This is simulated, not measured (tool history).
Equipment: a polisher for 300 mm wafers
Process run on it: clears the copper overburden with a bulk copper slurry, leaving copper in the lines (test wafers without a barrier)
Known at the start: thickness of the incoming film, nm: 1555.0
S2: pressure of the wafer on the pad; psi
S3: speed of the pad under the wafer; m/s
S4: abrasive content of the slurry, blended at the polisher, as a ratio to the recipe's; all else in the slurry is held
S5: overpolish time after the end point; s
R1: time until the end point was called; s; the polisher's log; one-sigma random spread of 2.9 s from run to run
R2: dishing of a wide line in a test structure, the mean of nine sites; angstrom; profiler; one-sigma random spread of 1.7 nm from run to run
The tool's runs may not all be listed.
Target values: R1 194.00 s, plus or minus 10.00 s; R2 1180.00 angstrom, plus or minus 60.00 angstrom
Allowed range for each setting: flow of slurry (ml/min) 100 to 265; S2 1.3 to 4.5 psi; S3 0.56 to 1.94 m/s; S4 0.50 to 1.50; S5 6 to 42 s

{"run": 1, "hour": 0.0, "flow of slurry (ml/min)": 170, "S2": 2.9, "S3": 1.24, "S4": 1.0, "S5": 21, "R1": 135.78, "R2": 1147.1}
{"run": 2, "hour": 5.2, "flow of slurry (ml/min)": 170, "S2": 2.7, "S3": 1.22, "S4": 1.0, "S5": 24, "R1": 152.26, "R2": 1142.7}
{"run": 3, "hour": 5.9, "flow of slurry (ml/min)": 170, "S2": 2.6, "S3": 1.2, "S4": 1.0, "S5": 26, "R1": 160.56, "R2": 1142.4}
{"run": 4, "hour": 7.6, "flow of slurry (ml/min)": 170, "S2": 2.0, "S3": 1.2, "S4": 1.0, "S5": 26, "R1": 204.34, "R2": 997.98}
{"run": 5, "hour": 13.4, "flow of slurry (ml/min)": 170, "S2": 2.0, "S3": 1.2, "S4": 1.0, "S5": 28, "R1": 204.09, "R2": 1023.8}
{"run": 6, "hour": 18.0, "flow of slurry (ml/min)": 170, "S2": 1.3, "S3": 1.2, "S4": 1.0, "S5": 28, "R1": 289.93, "R2": 754.38}
{"run": 7, "hour": 20.2, "flow of slurry (ml/min)": 170, "S2": 1.6, "S3": 1.2, "S4": 1.0, "S5": 29, "R1": 248.28, "R2": 898.73}
{"hour": 24.2, "done": "slurry nozzle cleaned"}
{"run": 8, "hour": 24.2, "flow of slurry (ml/min)": 175, "S2": 2.3, "S3": 1.2, "S4": 1.0, "S5": 31, "R1": 169.64, "R2": 1199.8}

Next run, 5 choices. One meets every target within its allowed miss, the rest don't. Which?
{"run": "A", "hour": 28.2, "flow of slurry (ml/min)": 185, "S2": 2.2, "S3": 1.28, "S4": 1.05, "S5": 36, "R1": "?", "R2": "?"}
{"run": "B", "hour": 28.2, "flow of slurry (ml/min)": 170, "S2": 2.8, "S3": 1.2, "S4": 1.05, "S5": 20, "R1": "?", "R2": "?"}
{"run": "C", "hour": 28.2, "flow of slurry (ml/min)": 230, "S2": 2.3, "S3": 1.34, "S4": 1.1, "S5": 28, "R1": "?", "R2": "?"}
{"run": "D", "hour": 28.2, "flow of slurry (ml/min)": 180, "S2": 2.4, "S3": 1.18, "S4": 1.05, "S5": 27, "R1": "?", "R2": "?"}
{"run": "E", "hour": 28.2, "flow of slurry (ml/min)": 190, "S2": 2.1, "S3": 1.08, "S4": 1.1, "S5": 35, "R1": "?", "R2": "?"}

move=A R1=161.28 R2=1286.30
move=B R1=139.23 R2=1119.40
move=C R1=142.96 R2=1241.40
move=D R1=161.84 R2=1170.60
move=E R1=194.77 R2=1172.50
A: its largest miss is bigger than the last run's
B: its largest miss is bigger than the last run's
C: its largest miss is bigger than the last run's
D: its largest miss is bigger than the last run's
E: all results land within tolerance of their targets
So the answer is move E, the one that meets all the targets.

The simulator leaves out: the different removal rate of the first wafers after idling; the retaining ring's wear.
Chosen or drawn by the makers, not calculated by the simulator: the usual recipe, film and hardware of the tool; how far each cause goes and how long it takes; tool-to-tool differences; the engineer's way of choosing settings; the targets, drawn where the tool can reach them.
